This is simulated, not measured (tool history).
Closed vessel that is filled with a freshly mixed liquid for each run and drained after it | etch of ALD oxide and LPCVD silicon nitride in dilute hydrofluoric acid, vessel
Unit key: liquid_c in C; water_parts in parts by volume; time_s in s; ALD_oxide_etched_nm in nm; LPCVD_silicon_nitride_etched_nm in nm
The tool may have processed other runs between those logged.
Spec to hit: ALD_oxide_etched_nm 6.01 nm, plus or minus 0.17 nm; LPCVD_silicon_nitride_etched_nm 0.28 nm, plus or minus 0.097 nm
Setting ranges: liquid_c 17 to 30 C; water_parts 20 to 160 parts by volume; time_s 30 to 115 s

run  hour  liquid_c  water_parts  time_s  ALD_oxide_etched_nm  LPCVD_silicon_nitride_etched_nm
  1     0        22           90      60               8.1525                          0.34086
  2   7.3        21           95      60               7.3357                          0.26818
  3  14.7        21          100      60               6.8798                          0.24778
  4  19.5        21           85      60               8.3167                           0.3465
  5  20.7      20.5           90      60               7.6512                          0.37362
  6  23.4      20.5           65      60               10.835                           0.3552
  7  27.4      20.5           65      60               10.872                          0.46848
  8  33.5      20.5           65      60               10.802                          0.45812
  9  40.2      19.5           75      60               8.9572                          0.32323
 10  41.8      19.5           80      60               8.3181                          0.32482
 11    50        19           85      60               7.5514                          0.24152
 12  58.4      19.5           90      60               7.2545                          0.26567
 13  60.4      19.5           95      60               6.8476                          0.24779
 14  68.5      19.5          100      60                6.484                          0.23012
 15  74.7        20          105      60               6.3206                          0.26105

Which of these 4 next moves meets every target?
  A  80.9      17.5          125      85                    ?                                ?
  B  80.9      23.5          140      70                    ?                                ?
  C  80.9        17           90      60                    ?                                ?
  D  80.9      26.5          155      80                    ?                                ?

move  ALD_oxide_etched_nm  LPCVD_silicon_nitride_etched_nm
   A               6.7057                          0.30426
   B               6.1689                          0.33522
   C               6.6753                          0.28514
   D               7.0104                          0.41958
A: the biggest miss grows against the last run
B: every result within its allowed miss
C: the biggest miss grows against the last run
D: the biggest miss grows against the last run
Go with B: it meets all targets.
